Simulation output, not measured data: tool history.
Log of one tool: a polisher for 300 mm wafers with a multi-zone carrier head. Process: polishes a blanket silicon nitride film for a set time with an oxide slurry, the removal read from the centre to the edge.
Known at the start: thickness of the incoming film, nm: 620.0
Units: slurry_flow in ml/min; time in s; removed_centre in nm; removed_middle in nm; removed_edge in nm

run,hour,slurry_flow,centre_zone,middle_zone,edge_zone,slurry_solids,time,removed_centre,removed_middle,removed_edge
1,0.0,235,1.00,1.00,1.00,1.00,40,44.526,43.761,44.938
2,4.1,240,1.02,1.01,1.05,1.15,41,50.038,49.497,51.419
3,10.1,240,1.02,1.05,1.05,1.15,41,49.966,50.984,50.608
4,16.4,240,1.02,1.05,1.05,0.95,41,44.442,45.763,46.283
5,19.7,240,1.02,0.99,1.05,0.95,41,45.184,43.545,45.984
6,25.9,240,1.08,0.99,1.05,0.95,41,47.280,43.605,45.766
7,31.5,250,1.08,0.99,1.09,1.10,42,53.390,49.909,52.211
8,33.8,255,1.08,0.97,1.12,1.20,42,55.819,50.796,54.941
9,37.5,255,1.08,0.97,1.14,1.30,43,58.583,53.400,59.741

Forecast run 10:
10,39.4,260,1.09,0.98,1.15,1.35,43,?,?,?

{"run 10": {"removed_centre": 60.8, "removed_middle": 55.859, "removed_edge": 60.874}}

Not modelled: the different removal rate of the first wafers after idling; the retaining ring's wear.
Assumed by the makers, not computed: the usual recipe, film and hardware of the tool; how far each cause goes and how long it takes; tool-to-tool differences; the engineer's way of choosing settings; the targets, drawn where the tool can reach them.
